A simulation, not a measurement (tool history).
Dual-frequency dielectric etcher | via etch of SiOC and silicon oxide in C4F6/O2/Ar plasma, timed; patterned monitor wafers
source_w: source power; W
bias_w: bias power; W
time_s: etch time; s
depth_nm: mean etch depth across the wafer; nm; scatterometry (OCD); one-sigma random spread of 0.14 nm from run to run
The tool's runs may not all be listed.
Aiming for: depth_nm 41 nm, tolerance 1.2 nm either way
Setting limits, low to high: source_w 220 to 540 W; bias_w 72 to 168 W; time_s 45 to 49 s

run 1 day=0 | source_w=380 bias_w=120 time_s=49 | depth_nm=46.45
run 2 day=0.258 | source_w=420 bias_w=120 time_s=49 | depth_nm=48.248
run 3 day=0.462 | source_w=420 bias_w=107 time_s=49 | depth_nm=46.101
run 4 day=0.8 | source_w=400 bias_w=104 time_s=49 | depth_nm=44.758
run 5 day=0.996 | source_w=400 bias_w=104 time_s=49 | depth_nm=44.782
run 6 day=1.038 | source_w=450 bias_w=104 time_s=49 | depth_nm=47.068
run 7 day=1.188 | source_w=420 bias_w=101 time_s=49 | depth_nm=45.04
run 8 day=1.25 | source_w=400 bias_w=99 time_s=49 | depth_nm=43.95
run 9 day=1.5 | source_w=340 bias_w=92 time_s=48.5 | depth_nm=39.526

Below are 5 possible settings for the next run. Only one of them brings all results inside the allowed miss of their targets. Which is it?
run A day=1.75 | source_w=310 bias_w=90 time_s=49 | depth_nm=?
run B day=1.75 | source_w=350 bias_w=109 time_s=47 | depth_nm=?
run C day=1.75 | source_w=330 bias_w=94 time_s=47 | depth_nm=?
run D day=1.75 | source_w=330 bias_w=87 time_s=47 | depth_nm=?
run E day=1.75 | source_w=330 bias_w=88 time_s=48 | depth_nm=?

move=A depth_nm=38.227
move=B depth_nm=41.453
move=C depth_nm=38.26
move=D depth_nm=37.158
move=E depth_nm=38.113
A: moves away from the targets compared with the last run
B: in spec on every target
C: moves away from the targets compared with the last run
D: moves away from the targets compared with the last run
E: moves away from the targets compared with the last run
So the answer is move B, the one that meets all the targets.
